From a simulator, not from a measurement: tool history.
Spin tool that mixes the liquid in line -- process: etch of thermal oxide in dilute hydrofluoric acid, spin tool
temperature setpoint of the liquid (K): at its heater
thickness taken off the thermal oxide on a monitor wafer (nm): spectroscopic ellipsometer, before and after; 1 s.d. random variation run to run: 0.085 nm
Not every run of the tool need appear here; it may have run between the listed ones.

| run | hour | temperature setpoint of the liquid (K) | parts of water to one part of 49 % hydrofluoric acid (parts by volume) | time under the liquid (s) | thickness taken off the thermal oxide on a monitor wafer (nm) |
|---|---|---|---|---|---|
| 1 | 0 | 297.15 | 150 | 275 | 7.6551 |
| 2 | 5.4 | 297.15 | 150 | 300 | 8.3722 |
| 3 | 11.3 | 295.15 | 150 | 300 | 7.7662 |
| 4 | 14.2 | 295.15 | 150 | 300 | 7.7394 |
| 5 | 16.2 | 297.15 | 135 | 300 | 9.4657 |
| 6 | 22.2 | 297.15 | 110 | 300 | 11.937 |
| 7 | 27.8 | 299.15 | 105 | 300 | 13.606 |
| 8 | 28.9 | 300.65 | 100 | 300 | 15.301 |
| 9 | 35.8 | 301.65 | 95 | 300 | 16.852 |
| 10 | 42.3 | 302.65 | 95 | 300 | 17.47 |

Run 11, settings as shown, results not yet in. Your forecast:
| 11 | 45.3 | 305.15 | 75 | 300 | ? |

Run 11 gave thickness taken off the thermal oxide on a monitor wafer (nm) 24.976.
